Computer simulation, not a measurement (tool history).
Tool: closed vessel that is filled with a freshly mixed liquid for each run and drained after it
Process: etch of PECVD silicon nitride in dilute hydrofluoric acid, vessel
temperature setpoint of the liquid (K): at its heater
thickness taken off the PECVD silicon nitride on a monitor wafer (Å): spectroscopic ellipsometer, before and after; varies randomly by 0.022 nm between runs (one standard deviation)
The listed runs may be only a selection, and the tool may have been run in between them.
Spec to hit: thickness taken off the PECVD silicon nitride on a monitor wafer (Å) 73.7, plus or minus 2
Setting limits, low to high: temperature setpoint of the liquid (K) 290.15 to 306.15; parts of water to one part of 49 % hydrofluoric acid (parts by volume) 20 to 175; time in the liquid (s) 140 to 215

| run | day | temperature setpoint of the liquid (K) | parts of water to one part of 49 % hydrofluoric acid (parts by volume) | time in the liquid (s) | thickness taken off the PECVD silicon nitride on a monitor wafer (Å) |
|---|---|---|---|---|---|
| 1 | 0 | 298.15 | 95 | 215 | 53.813 |
| 2 | 0.171 | 298.15 | 95 | 215 | 53.985 |
| 3 | 0.404 | 294.65 | 95 | 215 | 42.627 |
| 4 | 0.471 | 294.65 | 95 | 140 | 27.697 |
| 5 | 0.75 | 294.65 | 95 | 140 | 27.784 |
| 6 | 1.129 | 297.65 | 95 | 140 | 33.966 |
| 7 | 1.496 | 297.65 | 95 | 140 | 34.093 |
| 8 | 1.683 | 298.65 | 90 | 140 | 38.041 |
| 9 | 1.904 | 299.65 | 85 | 140 | 43.394 |
| 10 | 2.25 | 300.65 | 85 | 140 | 46.14 |
| 11 | 2.533 | 301.15 | 80 | 140 | 50.61 |
| 12 | 2.717 | 301.65 | 80 | 140 | 52.438 |
| 13 | 3.025 | 302.15 | 80 | 140 | 53.921 |
| 14 | 3.35 | 302.65 | 80 | 140 | 55.432 |
| 15 | 3.558 | 303.15 | 80 | 140 | 57.002 |
| 16 | 3.871 | 303.65 | 80 | 140 | 59.091 |
| 17 | 4.075 | 304.15 | 80 | 140 | 61.239 |
| 18 | 4.246 | 305.15 | 75 | 140 | 69.455 |

5 candidate next runs follow, results not yet known. Just one meets every target within its allowed miss. Identify it.
| A | 4.417 | 304.15 | 95 | 210 | ? |
| B | 4.417 | 302.65 | 65 | 140 | ? |
| C | 4.417 | 304.65 | 90 | 200 | ? |
| D | 4.417 | 302.15 | 85 | 205 | ? |
| E | 4.417 | 304.65 | 95 | 205 | ? |

| move | thickness taken off the PECVD silicon nitride on a monitor wafer (Å) |
|---|---|
| A | 77.609 |
| B | 68.795 |
| C | 80.525 |
| D | 74.666 |
| E | 78.157 |
A: the result that was furthest off in the last run now lies on the other side of its target
B: lands further from the targets than the last run did
C: the result that was furthest off in the last run now lies on the other side of its target
D: all results land within tolerance of their targets
E: the result that was furthest off in the last run now lies on the other side of its target
So the answer is move D, the one that meets all the targets.
